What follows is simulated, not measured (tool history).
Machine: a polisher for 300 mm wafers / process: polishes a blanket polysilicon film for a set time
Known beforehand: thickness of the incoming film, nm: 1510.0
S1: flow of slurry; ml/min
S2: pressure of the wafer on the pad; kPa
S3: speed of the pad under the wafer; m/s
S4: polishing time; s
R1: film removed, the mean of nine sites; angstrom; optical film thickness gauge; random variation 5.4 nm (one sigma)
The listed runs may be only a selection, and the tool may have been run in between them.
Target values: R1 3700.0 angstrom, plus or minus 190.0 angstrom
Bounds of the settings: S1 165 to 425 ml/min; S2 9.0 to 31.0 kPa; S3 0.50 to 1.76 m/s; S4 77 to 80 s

Run 1, hour 0.0: S1 275 ml/min, S2 20.0 kPa, S3 1.12 m/s, S4 77 s. Result: R1 6380.1 angstrom.
Run 2, hour 1.7: S1 275 ml/min, S2 20.0 kPa, S3 1.32 m/s, S4 77 s. Result: R1 7422.5 angstrom.
Run 3, hour 10.1: S1 305 ml/min, S2 20.0 kPa, S3 1.32 m/s, S4 77 s. Result: R1 7574.2 angstrom.
Run 4, hour 15.3: S1 300 ml/min, S2 16.5 kPa, S3 1.24 m/s, S4 77 s. Result: R1 6150.0 angstrom.
Run 5, hour 16.3: S1 295 ml/min, S2 13.8 kPa, S3 1.16 m/s, S4 77 s. Result: R1 5092.3 angstrom.
Run 6, hour 24.4: S1 295 ml/min, S2 13.8 kPa, S3 1.16 m/s, S4 77 s. Result: R1 5105.8 angstrom.
Run 7, hour 29.2: S1 295 ml/min, S2 12.4 kPa, S3 1.10 m/s, S4 77 s. Result: R1 4622.8 angstrom.
Run 8, hour 31.2: S1 295 ml/min, S2 11.0 kPa, S3 1.06 m/s, S4 77 s. Result: R1 4202.2 angstrom.
Run 9, hour 39.6: S1 295 ml/min, S2 10.3 kPa, S3 1.04 m/s, S4 77 s. Result: R1 3796.6 angstrom.

Pick the move, out of 5, that brings all results within their allowed miss; only one does.
Run A, hour 48.0: S1 325 ml/min, S2 13.1 kPa, S3 0.94 m/s, S4 77 s. Result: R1 ?.
Run B, hour 48.0: S1 270 ml/min, S2 9.0 kPa, S3 1.22 m/s, S4 77 s. Result: R1 ?.
Run C, hour 48.0: S1 260 ml/min, S2 13.1 kPa, S3 0.98 m/s, S4 77 s. Result: R1 ?.
Run D, hour 48.0: S1 280 ml/min, S2 11.0 kPa, S3 1.00 m/s, S4 80 s. Result: R1 ?.
Run E, hour 48.0: S1 225 ml/min, S2 15.2 kPa, S3 0.76 m/s, S4 80 s. Result: R1 ?.

move      R1
   A  4081.7
   B  4108.7
   C  4155.0
   D  3985.8
   E  3659.0
A: the biggest miss grows against the last run
B: the biggest miss grows against the last run
C: the biggest miss grows against the last run
D: the biggest miss grows against the last run
E: all results in spec
E is the move that brings every result within its allowed miss.
